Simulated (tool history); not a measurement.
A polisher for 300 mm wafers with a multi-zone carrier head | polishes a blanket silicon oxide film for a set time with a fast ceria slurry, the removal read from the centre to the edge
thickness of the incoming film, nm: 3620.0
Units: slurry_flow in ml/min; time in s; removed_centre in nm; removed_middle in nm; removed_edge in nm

run 1 day=0.000 | slurry_flow=200 centre_zone=1.00 middle_zone=1.00 edge_zone=1.00 time=59 | removed_centre=485.33 removed_middle=499.11 removed_edge=486.59
run 2 day=0.025 | slurry_flow=200 centre_zone=1.00 middle_zone=1.00 edge_zone=0.97 time=59 | removed_centre=490.16 removed_middle=502.94 removed_edge=483.15
run 3 day=0.179 | slurry_flow=190 centre_zone=0.98 middle_zone=0.98 edge_zone=0.98 time=59 | removed_centre=467.39 removed_middle=482.64 removed_edge=484.54
run 4 day=0.458 | slurry_flow=180 centre_zone=0.97 middle_zone=0.97 edge_zone=0.98 time=59 | removed_centre=471.18 removed_middle=469.31 removed_edge=481.55
run 5 day=0.567 | slurry_flow=180 centre_zone=0.97 middle_zone=0.97 edge_zone=1.04 time=59 | removed_centre=467.49 removed_middle=473.88 removed_edge=487.89
run 6 day=0.588 | slurry_flow=175 centre_zone=0.95 middle_zone=0.96 edge_zone=1.04 time=59 | removed_centre=458.00 removed_middle=469.94 removed_edge=493.36
run 7 day=0.746 | slurry_flow=170 centre_zone=0.94 middle_zone=0.95 edge_zone=1.04 time=59 | removed_centre=441.91 removed_middle=461.86 removed_edge=493.80
run 8 day=0.858 | slurry_flow=165 centre_zone=0.94 middle_zone=0.94 edge_zone=1.04 time=59 | removed_centre=436.57 removed_middle=447.85 removed_edge=485.14
run 9 day=0.988 | slurry_flow=160 centre_zone=0.94 middle_zone=0.94 edge_zone=1.04 time=59 | removed_centre=436.48 removed_middle=457.09 removed_edge=485.61

Forecast run 10:
run 10 day=1.096 | slurry_flow=150 centre_zone=0.91 middle_zone=0.88 edge_zone=1.05 time=58 | removed_centre=? removed_middle=? removed_edge=?

removed_centre: 417.02 nm
removed_middle: 408.91 nm
removed_edge: 466.13 nm
